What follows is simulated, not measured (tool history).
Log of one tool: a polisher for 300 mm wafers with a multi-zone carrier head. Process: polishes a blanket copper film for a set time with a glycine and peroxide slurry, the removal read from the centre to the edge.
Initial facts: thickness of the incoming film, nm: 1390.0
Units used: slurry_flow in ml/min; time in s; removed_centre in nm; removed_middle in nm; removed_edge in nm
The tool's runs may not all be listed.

{"run": 1, "hour": 0.0, "slurry_flow": 130, "centre_zone": 1.0, "middle_zone": 1.0, "edge_zone": 1.0, "time": 57, "removed_centre": 449.52, "removed_middle": 454.29, "removed_edge": 459.3}
{"run": 2, "hour": 8.6, "slurry_flow": 140, "centre_zone": 0.99, "middle_zone": 1.0, "edge_zone": 1.04, "time": 58, "removed_centre": 462.43, "removed_middle": 469.27, "removed_edge": 484.31}
{"run": 3, "hour": 10.3, "slurry_flow": 140, "centre_zone": 0.99, "middle_zone": 0.94, "edge_zone": 1.04, "time": 58, "removed_centre": 468.24, "removed_middle": 443.82, "removed_edge": 480.96}
{"run": 4, "hour": 17.0, "slurry_flow": 140, "centre_zone": 0.99, "middle_zone": 1.0, "edge_zone": 1.04, "time": 58, "removed_centre": 482.81, "removed_middle": 469.73, "removed_edge": 486.91}
{"run": 5, "hour": 21.0, "slurry_flow": 130, "centre_zone": 0.99, "middle_zone": 1.0, "edge_zone": 1.04, "time": 58, "removed_centre": 455.2, "removed_middle": 462.2, "removed_edge": 476.31}
{"run": 6, "hour": 25.6, "slurry_flow": 130, "centre_zone": 0.92, "middle_zone": 1.0, "edge_zone": 1.04, "time": 58, "removed_centre": 421.81, "removed_middle": 468.8, "removed_edge": 465.61}
{"run": 7, "hour": 26.8, "slurry_flow": 130, "centre_zone": 0.92, "middle_zone": 1.0, "edge_zone": 1.04, "time": 58, "removed_centre": 421.84, "removed_middle": 462.76, "removed_edge": 470.89}

Run 8 comes next. What will it give?
{"run": 8, "hour": 32.6, "slurry_flow": 140, "centre_zone": 0.92, "middle_zone": 1.0, "edge_zone": 1.08, "time": 59, "removed_centre": "?", "removed_middle": "?", "removed_edge": "?"}

{"run 8": {"removed_centre": 442.41, "removed_middle": 475.94, "removed_edge": 496.77}}

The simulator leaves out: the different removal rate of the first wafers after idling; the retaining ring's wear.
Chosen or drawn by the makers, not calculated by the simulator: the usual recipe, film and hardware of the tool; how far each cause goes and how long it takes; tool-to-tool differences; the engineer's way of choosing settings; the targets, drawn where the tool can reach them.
